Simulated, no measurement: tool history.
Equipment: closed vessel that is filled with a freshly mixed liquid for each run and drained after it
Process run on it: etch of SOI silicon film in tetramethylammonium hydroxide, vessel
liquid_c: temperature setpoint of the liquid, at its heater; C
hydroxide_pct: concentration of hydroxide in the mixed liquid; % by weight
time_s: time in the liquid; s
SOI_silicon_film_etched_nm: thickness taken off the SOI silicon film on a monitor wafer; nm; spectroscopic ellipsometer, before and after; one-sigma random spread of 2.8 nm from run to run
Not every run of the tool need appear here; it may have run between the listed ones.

| run | hour | liquid_c | hydroxide_pct | time_s | SOI_silicon_film_etched_nm |
|---|---|---|---|---|---|
| 1 | 0.0 | 69.0 | 20.0 | 90 | 502.84 |
| 2 | 0.5 | 68.5 | 20.0 | 90 | 490.77 |
| 3 | 5.8 | 68.0 | 20.0 | 90 | 476.42 |
| 4 | 10.4 | 70.5 | 20.0 | 90 | 552.38 |
| 5 | 11.1 | 73.5 | 20.0 | 90 | 668.24 |
| 6 | 18.8 | 73.5 | 17.5 | 90 | 703.46 |
| 7 | 23.1 | 71.5 | 17.5 | 90 | 619.66 |
| 8 | 30.7 | 70.0 | 17.5 | 90 | 572.40 |
| 9 | 32.8 | 70.0 | 17.5 | 90 | 570.47 |
| 10 | 34.0 | 64.5 | 17.5 | 90 | 408.83 |

What does the tool deliver on the next run?
| 11 | 39.3 | 65.0 | 17.5 | 90 | ? |

Logged for run 11: SOI_silicon_film_etched_nm 420.87 nm.

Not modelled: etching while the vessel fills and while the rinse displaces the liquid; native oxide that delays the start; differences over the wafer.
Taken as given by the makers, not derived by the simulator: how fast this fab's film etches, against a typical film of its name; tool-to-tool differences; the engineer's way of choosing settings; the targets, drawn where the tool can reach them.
